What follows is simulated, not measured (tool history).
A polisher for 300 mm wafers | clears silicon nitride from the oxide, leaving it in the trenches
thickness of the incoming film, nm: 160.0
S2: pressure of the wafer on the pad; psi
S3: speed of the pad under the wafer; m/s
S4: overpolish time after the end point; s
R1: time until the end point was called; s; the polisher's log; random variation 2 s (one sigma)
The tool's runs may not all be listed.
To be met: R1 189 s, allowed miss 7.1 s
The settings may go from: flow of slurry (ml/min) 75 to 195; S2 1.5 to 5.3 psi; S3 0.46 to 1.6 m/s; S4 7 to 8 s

{"run": 1, "hour": 0.0, "flow of slurry (ml/min)": 125, "S2": 3.4, "S3": 1.02, "S4": 8, "R1": 153.18}
{"run": 2, "hour": 6.3, "flow of slurry (ml/min)": 125, "S2": 3.4, "S3": 1.02, "S4": 8, "R1": 153.85}
{"run": 3, "hour": 7.2, "flow of slurry (ml/min)": 120, "S2": 3.3, "S3": 1.02, "S4": 8, "R1": 156.43}
{"run": 4, "hour": 11.5, "flow of slurry (ml/min)": 120, "S2": 3.3, "S3": 1.02, "S4": 7, "R1": 155.77}
{"run": 5, "hour": 13.8, "flow of slurry (ml/min)": 120, "S2": 3.2, "S3": 1.02, "S4": 7, "R1": 161.28}
{"run": 6, "hour": 15.8, "flow of slurry (ml/min)": 145, "S2": 3.2, "S3": 1.02, "S4": 7, "R1": 158.58}
{"run": 7, "hour": 24.0, "flow of slurry (ml/min)": 145, "S2": 3.1, "S3": 1.02, "S4": 7, "R1": 158.34}
{"run": 8, "hour": 26.6, "flow of slurry (ml/min)": 140, "S2": 3, "S3": 1.02, "S4": 7, "R1": 168.02}
{"run": 9, "hour": 28.7, "flow of slurry (ml/min)": 140, "S2": 2.9, "S3": 1.02, "S4": 7, "R1": 170.4}
{"run": 10, "hour": 37.2, "flow of slurry (ml/min)": 140, "S2": 2.8, "S3": 1.02, "S4": 7, "R1": 174.47}

4 next moves are on the table. One of them brings every result within its allowed miss. Which?
{"run": "A", "hour": 45.7, "flow of slurry (ml/min)": 145, "S2": 3.3, "S3": 0.92, "S4": 7, "R1": "?"}
{"run": "B", "hour": 45.7, "flow of slurry (ml/min)": 130, "S2": 2.7, "S3": 1.1, "S4": 7, "R1": "?"}
{"run": "C", "hour": 45.7, "flow of slurry (ml/min)": 135, "S2": 2.7, "S3": 0.98, "S4": 7, "R1": "?"}
{"run": "D", "hour": 45.7, "flow of slurry (ml/min)": 155, "S2": 2.5, "S3": 1.14, "S4": 7, "R1": "?"}

move=A R1=168.69
move=B R1=169.88
move=C R1=188.56
move=D R1=168.29
A: further off than the last run
B: further off than the last run
C: meets every target
D: further off than the last run
Answer: C

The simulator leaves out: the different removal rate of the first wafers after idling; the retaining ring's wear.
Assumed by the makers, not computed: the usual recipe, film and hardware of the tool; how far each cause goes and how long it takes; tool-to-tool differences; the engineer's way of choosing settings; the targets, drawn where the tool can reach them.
